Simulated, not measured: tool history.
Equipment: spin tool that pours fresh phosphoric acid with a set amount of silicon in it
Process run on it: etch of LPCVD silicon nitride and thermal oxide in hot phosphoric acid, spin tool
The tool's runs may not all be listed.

run,hour,temperature setpoint of the liquid (K),silicon dissolved in the acid as it is poured (mg a litre),time under the liquid (s),thickness taken off the LPCVD silicon nitride on a monitor wafer (angstrom),thickness taken off the thermal oxide on a monitor wafer (angstrom)
1,0.0,434.15,29.5,180,178.59,2.2450
2,5.3,432.15,29.5,180,165.64,2.1781
3,11.9,432.65,32.0,190,179.71,2.7338
4,15.9,432.65,15.5,190,178.70,3.5310
5,22.9,430.65,15.5,190,165.51,3.0388
6,26.5,431.65,15.5,190,171.34,3.7747
7,34.1,432.65,20.0,200,185.72,3.3205
8,36.8,435.15,39.0,280,284.44,2.6481
9,38.5,435.15,40.5,280,287.49,1.9975
# hour 41.1: dissolved silicon flow meter replaced
10,41.1,435.15,41.0,280,283.39,2.2271
11,47.4,435.15,42.0,280,288.83,1.5624

What will run 12 give?
12,53.8,435.65,41.5,280,?,?

{"run 12": {"thickness taken off the LPCVD silicon nitride on a monitor wafer (angstrom)": 289.52, "thickness taken off the thermal oxide on a monitor wafer (angstrom)": 2.1166}}
